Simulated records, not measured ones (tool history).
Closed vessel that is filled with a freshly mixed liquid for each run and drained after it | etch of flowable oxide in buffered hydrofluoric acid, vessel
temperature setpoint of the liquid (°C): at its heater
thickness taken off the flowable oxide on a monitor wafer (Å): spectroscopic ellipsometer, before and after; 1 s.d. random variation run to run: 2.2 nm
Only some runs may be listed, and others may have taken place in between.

run	hour	temperature setpoint of the liquid (°C)	parts of 40 % ammonium fluoride to one part of 49 % hydrofluoric acid (parts by volume)	time in the liquid (s)	thickness taken off the flowable oxide on a monitor wafer (Å)
1	0	21	10.5	105	2263
2	1	22	10.5	105	2413.4
3	3.1	23	10.5	105	2543.8
4	10.6	24	10.5	105	2649.1
5	18	24.5	10.5	105	2750.1
6	25	21.5	10.5	105	2368.4

Run 7 is up next; what results do you expect?
7	28.6	22.5	10	105	?

{"run 7": {"thickness taken off the flowable oxide on a monitor wafer (Å)": 2587.6}}
